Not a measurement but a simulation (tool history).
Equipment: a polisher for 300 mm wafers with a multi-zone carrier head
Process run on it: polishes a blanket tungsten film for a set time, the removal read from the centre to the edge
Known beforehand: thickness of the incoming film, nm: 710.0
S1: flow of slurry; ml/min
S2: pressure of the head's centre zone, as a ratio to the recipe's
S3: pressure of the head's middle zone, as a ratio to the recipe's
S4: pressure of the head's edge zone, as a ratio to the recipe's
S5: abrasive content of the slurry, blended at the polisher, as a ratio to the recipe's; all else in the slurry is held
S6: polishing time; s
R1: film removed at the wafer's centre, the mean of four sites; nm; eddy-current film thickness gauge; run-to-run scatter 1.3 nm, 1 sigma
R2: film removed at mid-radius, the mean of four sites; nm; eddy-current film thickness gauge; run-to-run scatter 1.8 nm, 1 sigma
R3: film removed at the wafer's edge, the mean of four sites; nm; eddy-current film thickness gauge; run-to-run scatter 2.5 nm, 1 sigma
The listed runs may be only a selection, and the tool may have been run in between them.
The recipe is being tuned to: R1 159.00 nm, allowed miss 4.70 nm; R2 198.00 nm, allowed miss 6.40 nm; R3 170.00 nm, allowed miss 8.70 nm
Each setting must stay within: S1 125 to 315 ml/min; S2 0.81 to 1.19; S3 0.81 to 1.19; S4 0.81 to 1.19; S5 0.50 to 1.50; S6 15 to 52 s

run	hour	S1	S2	S3	S4	S5	S6	R1	R2	R3
1	0.0	205	1.00	1.00	1.00	1.00	33	153.24	158.12	155.73
2	2.7	205	1.00	1.00	0.92	1.00	33	155.68	156.41	148.79
3	6.2	205	0.94	1.00	0.92	1.00	33	146.83	158.58	151.03
4	7.6	205	0.94	1.00	0.86	1.00	33	148.08	155.21	139.02
5	11.9	205	0.94	1.04	0.86	1.00	33	148.22	163.80	142.16
6	14.5	205	0.89	1.04	0.86	1.00	33	137.68	163.29	145.13
7	18.3	220	0.91	1.06	0.88	1.05	33	143.44	169.10	148.46
8	18.8	220	0.91	1.06	0.88	1.05	33	144.61	165.23	145.39
9	22.9	215	0.91	1.08	0.90	1.10	34	151.30	179.32	155.63
10	23.5	215	0.91	1.10	0.92	1.10	34	149.53	183.26	158.39
11	27.7	215	0.92	1.11	0.94	1.10	34	151.21	182.73	161.11

4 next moves are on the table. One of them brings every result within its allowed miss. Which?
A	31.9	260	0.81	1.19	0.84	0.90	37	?	?	?
B	31.9	280	0.90	1.13	0.96	1.35	33	?	?	?
C	31.9	160	0.96	1.03	1.00	0.95	36	?	?	?
D	31.9	230	0.95	1.10	0.88	1.15	33	?	?	?

move	R1	R2	R3
A	142.12	203.94	155.63
B	158.26	195.08	165.43
C	155.71	167.54	159.79
D	156.53	178.96	150.01
A: brings the last run's worst result on target, with another outside its allowed miss
B: in spec on every target
C: the biggest miss grows against the last run
D: the biggest miss grows against the last run
So the answer is move B, the one that meets all the targets.
